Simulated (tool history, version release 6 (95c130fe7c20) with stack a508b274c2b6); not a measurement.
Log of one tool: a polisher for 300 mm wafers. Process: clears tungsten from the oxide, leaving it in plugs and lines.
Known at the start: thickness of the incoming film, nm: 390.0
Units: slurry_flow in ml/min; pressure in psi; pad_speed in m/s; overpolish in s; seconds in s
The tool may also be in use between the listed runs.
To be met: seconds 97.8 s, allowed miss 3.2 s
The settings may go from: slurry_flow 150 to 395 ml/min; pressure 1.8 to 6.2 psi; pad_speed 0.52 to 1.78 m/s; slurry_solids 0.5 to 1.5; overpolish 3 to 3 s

{"run": 1, "hour": 0.0, "slurry_flow": 250, "pressure": 4, "pad_speed": 1.14, "slurry_solids": 1, "overpolish": 3, "seconds": 76.673}
{"run": 2, "hour": 2.9, "slurry_flow": 250, "pressure": 3.8, "pad_speed": 1.14, "slurry_solids": 1, "overpolish": 3, "seconds": 81.949}
{"run": 3, "hour": 4.2, "slurry_flow": 250, "pressure": 2.8, "pad_speed": 1.14, "slurry_solids": 1, "overpolish": 3, "seconds": 101.72}
{"run": 4, "hour": 10.3, "slurry_flow": 250, "pressure": 2.8, "pad_speed": 0.98, "slurry_solids": 1, "overpolish": 3, "seconds": 112.36}
{"run": 5, "hour": 18.8, "slurry_flow": 250, "pressure": 2.9, "pad_speed": 0.98, "slurry_solids": 1, "overpolish": 3, "seconds": 109.1}
{"run": 6, "hour": 21.1, "slurry_flow": 250, "pressure": 2.9, "pad_speed": 0.98, "slurry_solids": 1, "overpolish": 3, "seconds": 107.43}
{"run": 7, "hour": 24.8, "slurry_flow": 250, "pressure": 3, "pad_speed": 0.98, "slurry_solids": 1, "overpolish": 3, "seconds": 106.2}
{"run": 8, "hour": 27.5, "slurry_flow": 250, "pressure": 3.1, "pad_speed": 0.98, "slurry_solids": 1, "overpolish": 3, "seconds": 103.54}

Which of these 5 next moves meets every target?
{"run": "A", "hour": 30.2, "slurry_flow": 315, "pressure": 3.3, "pad_speed": 0.98, "slurry_solids": 1.3, "overpolish": 3, "seconds": "?"}
{"run": "B", "hour": 30.2, "slurry_flow": 250, "pressure": 2.9, "pad_speed": 0.86, "slurry_solids": 1.25, "overpolish": 3, "seconds": "?"}
{"run": "C", "hour": 30.2, "slurry_flow": 230, "pressure": 3.4, "pad_speed": 0.76, "slurry_solids": 0.95, "overpolish": 3, "seconds": "?"}
{"run": "D", "hour": 30.2, "slurry_flow": 255, "pressure": 2.8, "pad_speed": 0.96, "slurry_solids": 1.15, "overpolish": 3, "seconds": "?"}
{"run": "E", "hour": 30.2, "slurry_flow": 250, "pressure": 3.5, "pad_speed": 0.88, "slurry_solids": 1.05, "overpolish": 3, "seconds": "?"}

move=A seconds=91.506
move=B seconds=111.65
move=C seconds=113.65
move=D seconds=109.69
move=E seconds=99.59
A: takes the result that was furthest off past its target
B: further off than the last run
C: further off than the last run
D: further off than the last run
E: meets every target
Move E is the one to make.
